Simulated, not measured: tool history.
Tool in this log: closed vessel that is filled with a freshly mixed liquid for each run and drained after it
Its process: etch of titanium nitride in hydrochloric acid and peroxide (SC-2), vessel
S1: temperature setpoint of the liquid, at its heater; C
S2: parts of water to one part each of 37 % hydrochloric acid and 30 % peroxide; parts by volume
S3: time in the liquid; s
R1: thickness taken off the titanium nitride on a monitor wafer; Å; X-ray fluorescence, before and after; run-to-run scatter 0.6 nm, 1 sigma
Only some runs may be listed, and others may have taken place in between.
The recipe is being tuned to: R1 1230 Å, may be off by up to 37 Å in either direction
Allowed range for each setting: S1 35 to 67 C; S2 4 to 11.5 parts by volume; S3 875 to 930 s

| run | hour | S1 | S2 | S3 | R1 |
|---|---|---|---|---|---|
| 1 | 0 | 51 | 6.5 | 875 | 627.72 |
| 2 | 7.3 | 51 | 5 | 875 | 766.81 |
| 3 | 12.9 | 53 | 5 | 875 | 869.25 |
| 4 | 20.1 | 56 | 5 | 875 | 1057.9 |
| 5 | 22.5 | 56 | 6.5 | 875 | 881.86 |
| 6 | 23.4 | 56 | 6.5 | 930 | 920.37 |
| 7 | 31.6 | 57 | 6.5 | 930 | 987.88 |
| 8 | 37.5 | 57 | 6.5 | 930 | 983.05 |
| 9 | 38.7 | 58 | 6.5 | 930 | 1048.3 |
| 10 | 39.4 | 58.5 | 6.5 | 930 | 1084.8 |
| 11 | 45.2 | 59 | 6.5 | 930 | 1117.9 |

Consider the 4 candidate settings below. Which is the only one whose results all fall within their allowed miss of target?
| A | 51 | 60.5 | 6.5 | 915 | ? |
| B | 51 | 58 | 6.5 | 900 | ? |
| C | 51 | 57 | 4.5 | 930 | ? |
| D | 51 | 57 | 6 | 875 | ? |

| move | R1 |
|---|---|
| A | 1208.6 |
| B | 1015.5 |
| C | 1287.6 |
| D | 984.32 |
A: each result inside its tolerance
B: its largest miss is bigger than the last run's
C: takes the result that was furthest off past its target
D: its largest miss is bigger than the last run's
The move that meets every target is A.

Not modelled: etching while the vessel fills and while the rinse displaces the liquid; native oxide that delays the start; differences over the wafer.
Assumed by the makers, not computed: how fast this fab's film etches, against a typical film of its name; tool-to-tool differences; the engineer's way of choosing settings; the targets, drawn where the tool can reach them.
